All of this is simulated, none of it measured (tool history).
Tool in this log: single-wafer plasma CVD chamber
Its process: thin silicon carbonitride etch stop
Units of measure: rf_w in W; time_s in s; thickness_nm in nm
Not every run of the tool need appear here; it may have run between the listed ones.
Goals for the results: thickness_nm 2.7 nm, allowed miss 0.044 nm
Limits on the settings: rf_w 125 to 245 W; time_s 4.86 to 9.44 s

run	hour	rf_w	time_s	thickness_nm
1	0	185	7.15	3.2654
2	7.5	210	7.15	3.4513
3	12.1	210	6.53	3.1514
4	19.2	210	5.94	2.8734
# hour 21: thermocouple changed; heater temperature recalibrated
5	21	205	5.92	2.8514
6	24.8	215	5.92	2.8758
7	32.5	210	5.89	2.8381
8	40.4	205	5.87	2.7972
9	47.2	200	5.86	2.7682
10	51.6	200	5.85	2.7602
11	52.7	200	5.85	2.7559

Next run, 5 choices. One meets every target within its allowed miss, the rest don't. Which?
A	53.8	175	6.03	?
B	53.8	220	5.66	?
C	53.8	195	5.94	?
D	53.8	205	5.89	?
E	53.8	230	5.64	?

move	thickness_nm
A	2.7192
B	2.7925
C	2.7972
D	2.8283
E	2.8297
A: every result lands within tolerance
B: its largest miss is bigger than the last run's
C: its largest miss is bigger than the last run's
D: its largest miss is bigger than the last run's
E: its largest miss is bigger than the last run's
So the answer is move A, the one that meets all the targets.

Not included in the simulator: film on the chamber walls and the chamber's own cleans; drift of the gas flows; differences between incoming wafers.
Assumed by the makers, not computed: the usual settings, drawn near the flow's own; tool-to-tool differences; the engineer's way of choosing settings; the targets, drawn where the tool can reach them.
